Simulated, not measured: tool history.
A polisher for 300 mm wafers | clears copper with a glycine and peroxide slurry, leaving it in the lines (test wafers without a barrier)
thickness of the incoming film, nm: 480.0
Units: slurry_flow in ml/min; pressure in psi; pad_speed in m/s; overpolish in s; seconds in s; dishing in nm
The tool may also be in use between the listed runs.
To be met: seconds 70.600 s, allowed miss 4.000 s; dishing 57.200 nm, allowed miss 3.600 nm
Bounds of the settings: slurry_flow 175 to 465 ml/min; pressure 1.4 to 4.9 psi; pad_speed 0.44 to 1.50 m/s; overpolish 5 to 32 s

run,hour,slurry_flow,pressure,pad_speed,overpolish,seconds,dishing
1,0.0,295,3.1,0.96,16,96.101,57.252
2,3.1,255,3.1,0.96,16,96.729,55.375
3,8.3,255,3.3,0.96,15,93.529,55.652
4,11.1,255,3.5,0.98,14,86.941,54.765
5,17.4,255,3.7,0.98,14,82.772,58.088
6,18.7,255,3.7,0.88,14,92.133,52.979
7,23.8,255,3.9,0.88,13,84.166,52.913
8,27.1,260,4.0,0.88,13,85.637,52.032
9,33.4,260,4.2,0.88,13,80.799,54.816
10,37.8,260,4.3,0.88,13,78.171,54.699
11,42.0,260,4.4,0.88,13,80.194,56.866
# hour 46.5: head pressure recalibrated
12,46.5,260,4.9,0.94,10,63.468,52.592

4 next moves are on the table. One of them brings every result within its allowed miss. Which?
A,51.0,230,3.6,1.04,10,?,?
B,51.0,325,4.5,0.90,12,?,?
C,51.0,215,4.3,0.86,13,?,?
D,51.0,190,4.2,0.88,17,?,?

move,seconds,dishing
A,77.865,45.012
B,70.359,57.695
C,78.120,56.500
D,79.031,69.406
A: takes the result that was furthest off past its target
B: meets every target
C: takes the result that was furthest off past its target
D: takes the result that was furthest off past its target
Answer: B

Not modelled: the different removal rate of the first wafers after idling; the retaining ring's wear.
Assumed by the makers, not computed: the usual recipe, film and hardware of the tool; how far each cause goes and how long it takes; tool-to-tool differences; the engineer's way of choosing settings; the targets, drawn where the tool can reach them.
